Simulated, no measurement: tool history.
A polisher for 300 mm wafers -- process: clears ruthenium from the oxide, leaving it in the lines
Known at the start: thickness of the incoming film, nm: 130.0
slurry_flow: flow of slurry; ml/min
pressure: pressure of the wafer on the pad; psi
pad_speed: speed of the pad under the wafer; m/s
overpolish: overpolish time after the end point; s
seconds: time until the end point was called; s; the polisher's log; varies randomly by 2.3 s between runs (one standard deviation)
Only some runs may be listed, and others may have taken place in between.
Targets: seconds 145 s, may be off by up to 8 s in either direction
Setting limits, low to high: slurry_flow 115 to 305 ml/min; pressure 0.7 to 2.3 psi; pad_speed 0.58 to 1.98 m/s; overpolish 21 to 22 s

| run | day | slurry_flow | pressure | pad_speed | overpolish | seconds |
|---|---|---|---|---|---|---|
| 1 | 0 | 195 | 1.5 | 1.28 | 21 | 110.41 |
| 2 | 0.25 | 195 | 1.5 | 1.46 | 21 | 99.304 |
| 3 | 0.383 | 195 | 1.5 | 1.46 | 21 | 99.151 |
| 4 | 0.667 | 195 | 1.3 | 1.44 | 21 | 115.92 |
| 5 | 0.85 | 195 | 1.2 | 1.42 | 21 | 126.71 |
| 6 | 1.133 | 195 | 1.4 | 1.42 | 21 | 108.86 |
| 7 | 1.392 | 195 | 1.3 | 1.4 | 21 | 116.52 |
| 8 | 1.588 | 195 | 1.2 | 1.38 | 21 | 130.81 |

Of the 4 settings listed for the next run, only one would bring every result within its allowed miss of target. Which one?
| A | 1.783 | 230 | 1.2 | 1.52 | 21 | ? |
| B | 1.783 | 180 | 1.2 | 1.22 | 22 | ? |
| C | 1.783 | 115 | 1.8 | 1.14 | 22 | ? |
| D | 1.783 | 190 | 1.2 | 1.46 | 22 | ? |

| move | seconds |
|---|---|
| A | 119.65 |
| B | 152.91 |
| C | 119.41 |
| D | 127.46 |
A: its largest miss is bigger than the last run's
B: meets every target
C: its largest miss is bigger than the last run's
D: its largest miss is bigger than the last run's
B is the move that brings every result within its allowed miss.
